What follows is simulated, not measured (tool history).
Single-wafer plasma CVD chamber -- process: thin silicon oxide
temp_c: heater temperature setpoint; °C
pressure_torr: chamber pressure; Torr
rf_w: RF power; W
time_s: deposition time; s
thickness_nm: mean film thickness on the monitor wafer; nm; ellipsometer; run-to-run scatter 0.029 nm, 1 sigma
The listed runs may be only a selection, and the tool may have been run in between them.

run 1 hour=0.0 | temp_c=405 pressure_torr=0.607 rf_w=315 time_s=3.87 | thickness_nm=5.8969
run 2 hour=4.5 | temp_c=405 pressure_torr=0.640 rf_w=315 time_s=3.87 | thickness_nm=6.1387
run 3 hour=5.1 | temp_c=405 pressure_torr=0.713 rf_w=315 time_s=3.87 | thickness_nm=6.7244
run 4 hour=13.3 | temp_c=405 pressure_torr=0.733 rf_w=315 time_s=3.87 | thickness_nm=6.8683
run 5 hour=17.3 | temp_c=405 pressure_torr=0.733 rf_w=350 time_s=3.87 | thickness_nm=7.2121
run 6 hour=18.7 | temp_c=405 pressure_torr=0.733 rf_w=350 time_s=3.68 | thickness_nm=6.8817
run 7 hour=23.1 | temp_c=405 pressure_torr=0.749 rf_w=350 time_s=3.68 | thickness_nm=7.0005
run 8 hour=26.9 | temp_c=405 pressure_torr=0.762 rf_w=350 time_s=3.68 | thickness_nm=7.0859
run 9 hour=35.1 | temp_c=405 pressure_torr=0.773 rf_w=350 time_s=3.68 | thickness_nm=7.1162

Run 10, settings as shown, results not yet in. Your forecast:
run 10 hour=41.3 | temp_c=405 pressure_torr=0.773 rf_w=350 time_s=3.68 | thickness_nm=?

thickness_nm: 7.1844 nm
